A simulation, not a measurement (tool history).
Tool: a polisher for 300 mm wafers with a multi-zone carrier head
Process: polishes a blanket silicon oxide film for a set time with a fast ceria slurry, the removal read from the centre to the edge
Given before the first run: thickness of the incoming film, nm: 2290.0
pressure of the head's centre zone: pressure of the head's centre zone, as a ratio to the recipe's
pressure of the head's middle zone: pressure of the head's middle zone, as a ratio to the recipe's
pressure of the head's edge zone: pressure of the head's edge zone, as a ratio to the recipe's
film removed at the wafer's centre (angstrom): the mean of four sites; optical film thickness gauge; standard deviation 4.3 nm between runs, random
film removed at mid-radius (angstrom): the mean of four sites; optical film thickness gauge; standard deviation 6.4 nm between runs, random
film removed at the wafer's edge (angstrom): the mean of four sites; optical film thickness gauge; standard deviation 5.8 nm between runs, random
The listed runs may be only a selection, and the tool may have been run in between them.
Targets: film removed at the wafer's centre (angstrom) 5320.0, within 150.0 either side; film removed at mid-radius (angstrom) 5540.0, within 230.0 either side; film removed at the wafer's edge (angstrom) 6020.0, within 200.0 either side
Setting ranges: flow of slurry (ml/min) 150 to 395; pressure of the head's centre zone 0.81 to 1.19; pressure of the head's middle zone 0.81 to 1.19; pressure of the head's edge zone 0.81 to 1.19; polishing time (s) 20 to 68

run  hour  flow of slurry (ml/min)  pressure of the head's centre zone  pressure of the head's middle zone  pressure of the head's edge zone  polishing time (s)  film removed at the wafer's centre (angstrom)  film removed at mid-radius (angstrom)  film removed at the wafer's edge (angstrom)
  1   0.0                      250                                1.00                                1.00                              1.00                  44                                         6750.1                                 6645.1                                       6821.1
  2   3.8                      245                                0.98                                0.98                              0.98                  44                                         6634.1                                 6544.7                                       6738.9
  3   8.3                      245                                0.98                                0.98                              0.91                  44                                         6493.9                                 6457.5                                       6510.4
  4   9.8                      245                                0.90                                0.98                              0.91                  44                                         6037.2                                 6468.3                                       6517.9
  5  13.2                      240                                0.89                                0.96                              0.90                  44                                         5947.8                                 6401.4                                       6397.2
  6  17.6                      240                                0.89                                0.96                              0.85                  44                                         5965.9                                 6480.9                                       6268.9
  7  23.2                      235                                0.88                                0.94                              0.86                  44                                         5869.8                                 6347.4                                       6289.6
  8  24.1                      230                                0.87                                0.92                              0.86                  44                                         5750.0                                 6191.0                                       6355.5
  9  27.3                      200                                0.85                                0.85                              0.82                  42                                         5264.9                                 5620.1                                       5932.4

Exercise: of the 4 proposed moves below, exactly one satisfies all targets within the stated allowed misses. Which move is it?
  A  30.5                      160                                0.84                                0.90                              0.81                  42                                              ?                                      ?                                            ?
  B  30.5                      215                                0.92                                0.91                              0.88                  39                                              ?                                      ?                                            ?
  C  30.5                      150                                0.85                                0.83                              0.84                  45                                              ?                                      ?                                            ?
  D  30.5                      165                                0.92                                0.93                              0.82                  42                                              ?                                      ?                                            ?

move  film removed at the wafer's centre (angstrom)  film removed at mid-radius (angstrom)  film removed at the wafer's edge (angstrom)
   A                                         5062.7                                 5471.6                                       5598.9
   B                                         5394.6                                 5368.5                                       5592.6
   C                                         5400.5                                 5535.0                                       6042.4
   D                                         5534.4                                 5604.1                                       5651.5
A: misses by more than the last run did
B: misses by more than the last run did
C: hits every target within its allowed miss
D: misses by more than the last run did
So the answer is move C, the one that meets all the targets.
